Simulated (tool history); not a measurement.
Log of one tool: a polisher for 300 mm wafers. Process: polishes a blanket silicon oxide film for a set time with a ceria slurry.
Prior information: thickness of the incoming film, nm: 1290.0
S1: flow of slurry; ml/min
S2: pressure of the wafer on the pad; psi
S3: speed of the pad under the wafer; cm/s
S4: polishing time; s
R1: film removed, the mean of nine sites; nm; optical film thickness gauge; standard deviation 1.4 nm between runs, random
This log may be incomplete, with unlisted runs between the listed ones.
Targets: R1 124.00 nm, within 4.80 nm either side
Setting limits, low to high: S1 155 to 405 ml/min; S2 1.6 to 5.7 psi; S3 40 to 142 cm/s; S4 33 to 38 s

run 1 hour=0.0 | S1=260 S2=3.6 S3=90 S4=38 | R1=189.12
run 2 hour=3.0 | S1=260 S2=3.2 S3=90 S4=38 | R1=169.94
run 3 hour=6.3 | S1=260 S2=2.9 S3=90 S4=38 | R1=156.64
run 4 hour=12.8 | S1=260 S2=3.8 S3=90 S4=38 | R1=200.18
run 5 hour=15.7 | S1=260 S2=3.3 S3=90 S4=38 | R1=174.71
run 6 hour=16.3 | S1=260 S2=3.3 S3=90 S4=33 | R1=156.21
run 7 hour=23.1 | S1=260 S2=3.1 S3=90 S4=33 | R1=146.91
run 8 hour=26.5 | S1=260 S2=2.9 S3=90 S4=33 | R1=138.24

4 candidate next runs follow, results not yet known. Just one meets every target within its allowed miss. Identify it.
run A hour=29.9 | S1=275 S2=2.6 S3=104 S4=37 | R1=?
run B hour=29.9 | S1=305 S2=3.0 S3=78 S4=35 | R1=?
run C hour=29.9 | S1=235 S2=2.9 S3=74 S4=35 | R1=?
run D hour=29.9 | S1=245 S2=2.9 S3=94 S4=33 | R1=?

move=A R1=158.28
move=B R1=136.75
move=C R1=124.99
move=D R1=141.79
A: misses by more than the last run did
B: an improvement on the last run, though not all results are within tolerance
C: every result lands within tolerance
D: misses by more than the last run did
C meets every target.
